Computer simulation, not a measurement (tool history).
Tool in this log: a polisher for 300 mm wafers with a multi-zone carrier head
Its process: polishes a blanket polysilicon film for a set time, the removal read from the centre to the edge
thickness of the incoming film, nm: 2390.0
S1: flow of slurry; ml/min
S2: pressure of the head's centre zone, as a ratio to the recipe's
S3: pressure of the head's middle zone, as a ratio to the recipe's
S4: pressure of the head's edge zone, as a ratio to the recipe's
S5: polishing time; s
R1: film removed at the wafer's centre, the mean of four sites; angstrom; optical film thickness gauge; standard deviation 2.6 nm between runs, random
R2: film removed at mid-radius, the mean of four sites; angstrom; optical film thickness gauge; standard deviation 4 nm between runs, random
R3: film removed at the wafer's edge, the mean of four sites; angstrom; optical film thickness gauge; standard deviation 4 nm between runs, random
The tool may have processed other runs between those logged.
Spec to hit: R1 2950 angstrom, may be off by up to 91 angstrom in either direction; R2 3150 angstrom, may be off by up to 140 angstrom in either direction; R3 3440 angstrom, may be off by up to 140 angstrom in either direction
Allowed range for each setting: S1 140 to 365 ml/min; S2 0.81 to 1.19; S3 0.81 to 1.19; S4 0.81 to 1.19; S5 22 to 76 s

| run | hour | S1 | S2 | S3 | S4 | S5 | R1 | R2 | R3 |
|---|---|---|---|---|---|---|---|---|---|
| 1 | 0 | 235 | 1 | 1 | 1 | 49 | 2739.9 | 2764.7 | 2782.4 |
| 2 | 1.9 | 235 | 1 | 0.94 | 1 | 49 | 2740.8 | 2675.4 | 2714 |
| 3 | 7.1 | 235 | 1 | 0.9 | 1 | 49 | 2681.7 | 2560.8 | 2686.6 |
| 4 | 8.9 | 235 | 0.99 | 0.92 | 1.04 | 50 | 2739.1 | 2634.7 | 2844.1 |
| 5 | 15.6 | 235 | 0.99 | 0.92 | 1.04 | 45 | 2473.7 | 2367.8 | 2663 |
| 6 | 17.4 | 245 | 0.99 | 0.97 | 1.07 | 46 | 2543 | 2495.2 | 2707.2 |
| 7 | 23 | 230 | 0.9 | 0.99 | 1.12 | 60 | 2980.9 | 3281.4 | 3575.7 |
| 8 | 25.1 | 230 | 0.9 | 0.98 | 1.11 | 60 | 2971.9 | 3256.9 | 3604.5 |

Exactly one of the 4 candidate moves below puts every result within its allowed miss. Which one?
| A | 27.2 | 210 | 0.85 | 0.99 | 1.1 | 63 | ? | ? | ? |
| B | 27.2 | 190 | 0.81 | 0.9 | 1.11 | 66 | ? | ? | ? |
| C | 27.2 | 185 | 0.89 | 1.1 | 1.16 | 61 | ? | ? | ? |
| D | 27.2 | 220 | 0.93 | 0.98 | 1.15 | 57 | ? | ? | ? |

| move | R1 | R2 | R3 |
|---|---|---|---|
| A | 2946 | 3397 | 3708 |
| B | 2889.7 | 3238.6 | 3864.7 |
| C | 2927.4 | 3528.7 | 3632.7 |
| D | 2939.2 | 3065.2 | 3448.7 |
A: the biggest miss grows against the last run
B: the biggest miss grows against the last run
C: the biggest miss grows against the last run
D: meets every target
Move D is the one to make.
